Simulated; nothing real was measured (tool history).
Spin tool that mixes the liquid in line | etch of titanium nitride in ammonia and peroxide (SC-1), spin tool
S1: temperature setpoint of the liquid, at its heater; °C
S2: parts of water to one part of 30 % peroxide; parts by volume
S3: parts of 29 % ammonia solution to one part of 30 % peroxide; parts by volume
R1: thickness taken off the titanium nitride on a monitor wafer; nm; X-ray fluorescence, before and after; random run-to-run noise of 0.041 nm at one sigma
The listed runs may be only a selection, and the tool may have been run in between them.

run 1 day=0.000 | S1=49.0 S2=22.0 S3=0.65 time_under_the_liquid_(s)=305 | R1=7.6977
run 2 day=0.229 | S1=49.0 S2=22.0 S3=0.45 time_under_the_liquid_(s)=305 | R1=7.2443
run 3 day=0.538 | S1=48.5 S2=22.0 S3=0.45 time_under_the_liquid_(s)=305 | R1=6.9959
run 4 day=0.804 | S1=48.0 S2=22.0 S3=0.45 time_under_the_liquid_(s)=305 | R1=6.6581
run 5 day=1.146 | S1=48.0 S2=17.5 S3=0.45 time_under_the_liquid_(s)=305 | R1=7.5729
run 6 day=1.308 | S1=48.0 S2=13.0 S3=0.45 time_under_the_liquid_(s)=305 | R1=9.0004
-- day=1.462 ammonia flow meter replaced
run 7 day=1.462 | S1=48.0 S2=13.0 S3=0.45 time_under_the_liquid_(s)=305 | R1=8.8897
run 8 day=1.525 | S1=47.0 S2=13.0 S3=0.45 time_under_the_liquid_(s)=305 | R1=8.2351
run 9 day=1.858 | S1=46.0 S2=13.0 S3=0.45 time_under_the_liquid_(s)=305 | R1=7.5905

What will run 10 give?
run 10 day=1.925 | S1=45.5 S2=13.0 S3=0.45 time_under_the_liquid_(s)=305 | R1=?

Run 10 gave R1 7.4354 nm.
